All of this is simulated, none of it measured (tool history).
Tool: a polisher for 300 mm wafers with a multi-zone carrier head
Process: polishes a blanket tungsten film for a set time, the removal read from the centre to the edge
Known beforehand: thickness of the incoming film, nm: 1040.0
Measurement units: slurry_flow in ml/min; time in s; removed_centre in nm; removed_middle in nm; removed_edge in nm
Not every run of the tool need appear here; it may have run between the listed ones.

run 1 hour=0.0 | slurry_flow=175 centre_zone=1.00 middle_zone=1.00 edge_zone=1.00 slurry_solids=1.00 time=67 | removed_centre=331.95 removed_middle=329.75 removed_edge=336.15
run 2 hour=4.2 | slurry_flow=175 centre_zone=1.00 middle_zone=1.00 edge_zone=1.00 slurry_solids=1.00 time=77 | removed_centre=387.76 removed_middle=386.09 removed_edge=385.81
run 3 hour=6.4 | slurry_flow=165 centre_zone=0.95 middle_zone=0.98 edge_zone=0.95 slurry_solids=0.85 time=75 | removed_centre=342.73 removed_middle=352.25 removed_edge=349.13
run 4 hour=15.1 | slurry_flow=165 centre_zone=0.95 middle_zone=1.05 edge_zone=0.95 slurry_solids=0.85 time=75 | removed_centre=339.55 removed_middle=368.73 removed_edge=341.92
run 5 hour=17.0 | slurry_flow=165 centre_zone=0.95 middle_zone=1.05 edge_zone=0.95 slurry_solids=0.95 time=75 | removed_centre=347.66 removed_middle=380.55 removed_edge=358.87
run 6 hour=21.7 | slurry_flow=165 centre_zone=0.88 middle_zone=1.05 edge_zone=0.95 slurry_solids=0.95 time=75 | removed_centre=323.09 removed_middle=379.83 removed_edge=352.97
run 7 hour=30.2 | slurry_flow=165 centre_zone=0.88 middle_zone=1.05 edge_zone=0.95 slurry_solids=0.95 time=75 | removed_centre=322.54 removed_middle=381.27 removed_edge=355.13
run 8 hour=37.5 | slurry_flow=155 centre_zone=0.86 middle_zone=1.01 edge_zone=0.93 slurry_solids=0.80 time=74 | removed_centre=293.08 removed_middle=340.24 removed_edge=332.83
run 9 hour=38.2 | slurry_flow=150 centre_zone=0.86 middle_zone=1.00 edge_zone=0.90 slurry_solids=0.70 time=73 | removed_centre=275.45 removed_middle=326.26 removed_edge=309.36
run 10 hour=42.6 | slurry_flow=140 centre_zone=0.86 middle_zone=0.97 edge_zone=0.88 slurry_solids=0.65 time=73 | removed_centre=271.29 removed_middle=299.96 removed_edge=293.34

What does the tool deliver on the next run?
run 11 hour=48.8 | slurry_flow=130 centre_zone=0.85 middle_zone=0.97 edge_zone=0.88 slurry_solids=0.65 time=73 | removed_centre=? removed_middle=? removed_edge=?

{"run 11": {"removed_centre": 256.81, "removed_middle": 294.1, "removed_edge": 290.33}}
